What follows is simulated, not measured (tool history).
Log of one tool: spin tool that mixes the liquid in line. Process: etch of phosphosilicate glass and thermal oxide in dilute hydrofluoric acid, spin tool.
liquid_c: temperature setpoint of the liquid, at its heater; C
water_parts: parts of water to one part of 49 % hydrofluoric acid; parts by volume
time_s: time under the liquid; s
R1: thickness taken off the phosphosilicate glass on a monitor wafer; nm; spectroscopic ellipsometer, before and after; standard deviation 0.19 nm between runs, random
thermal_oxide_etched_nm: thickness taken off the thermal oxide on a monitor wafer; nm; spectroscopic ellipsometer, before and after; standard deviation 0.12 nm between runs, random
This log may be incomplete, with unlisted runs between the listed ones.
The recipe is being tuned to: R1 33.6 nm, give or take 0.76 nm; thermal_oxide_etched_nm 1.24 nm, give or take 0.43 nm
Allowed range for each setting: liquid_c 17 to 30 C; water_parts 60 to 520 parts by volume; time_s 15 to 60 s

{"run": 1, "hour": 0.0, "liquid_c": 22, "water_parts": 290, "time_s": 30, "R1": 10.38, "thermal_oxide_etched_nm": 0.35452}
{"run": 2, "hour": 4.3, "liquid_c": 22, "water_parts": 385, "time_s": 30, "R1": 7.2208, "thermal_oxide_etched_nm": 0.32019}
{"run": 3, "hour": 6.6, "liquid_c": 25.5, "water_parts": 385, "time_s": 30, "R1": 8.1298, "thermal_oxide_etched_nm": 0.29866}
{"run": 4, "hour": 10.7, "liquid_c": 26, "water_parts": 275, "time_s": 30, "R1": 12.766, "thermal_oxide_etched_nm": 0.52305}
{"run": 5, "hour": 17.2, "liquid_c": 23, "water_parts": 275, "time_s": 30, "R1": 11.579, "thermal_oxide_etched_nm": 0.40901}
{"run": 6, "hour": 20.2, "liquid_c": 25, "water_parts": 275, "time_s": 30, "R1": 12.482, "thermal_oxide_etched_nm": 0.47059}
{"run": 7, "hour": 26.9, "liquid_c": 26.5, "water_parts": 210, "time_s": 30, "R1": 18.521, "thermal_oxide_etched_nm": 0.71528}
{"run": 8, "hour": 27.6, "liquid_c": 27.5, "water_parts": 175, "time_s": 30, "R1": 23.74, "thermal_oxide_etched_nm": 0.98343}
{"run": 9, "hour": 35.0, "liquid_c": 28, "water_parts": 160, "time_s": 30, "R1": 27.027, "thermal_oxide_etched_nm": 0.89573}
{"run": 10, "hour": 36.5, "liquid_c": 28.5, "water_parts": 155, "time_s": 30, "R1": 28.98, "thermal_oxide_etched_nm": 1.2396}
{"run": 11, "hour": 38.3, "liquid_c": 29, "water_parts": 150, "time_s": 30, "R1": 29.964, "thermal_oxide_etched_nm": 0.99574}
{"run": 12, "hour": 46.8, "liquid_c": 29, "water_parts": 145, "time_s": 30, "R1": 31.594, "thermal_oxide_etched_nm": 1.1388}
{"run": 13, "hour": 48.0, "liquid_c": 29.5, "water_parts": 145, "time_s": 30, "R1": 31.803, "thermal_oxide_etched_nm": 1.1438}

Of the 4 settings listed for the next run, only one would bring every result within its allowed miss of target. Which one?
{"run": "A", "hour": 49.2, "liquid_c": 25, "water_parts": 195, "time_s": 50, "R1": "?", "thermal_oxide_etched_nm": "?"}
{"run": "B", "hour": 49.2, "liquid_c": 20, "water_parts": 155, "time_s": 45, "R1": "?", "thermal_oxide_etched_nm": "?"}
{"run": "C", "hour": 49.2, "liquid_c": 20, "water_parts": 140, "time_s": 40, "R1": "?", "thermal_oxide_etched_nm": "?"}
{"run": "D", "hour": 49.2, "liquid_c": 28.5, "water_parts": 115, "time_s": 25, "R1": "?", "thermal_oxide_etched_nm": "?"}

move=A R1=31.609 thermal_oxide_etched_nm=1.1746
move=B R1=30.863 thermal_oxide_etched_nm=1.1469
move=C R1=30.853 thermal_oxide_etched_nm=1.1465
move=D R1=33.62 thermal_oxide_etched_nm=1.2493
A: its largest miss is bigger than the last run's
B: its largest miss is bigger than the last run's
C: its largest miss is bigger than the last run's
D: all results land within tolerance of their targets
Move D is the one to make.
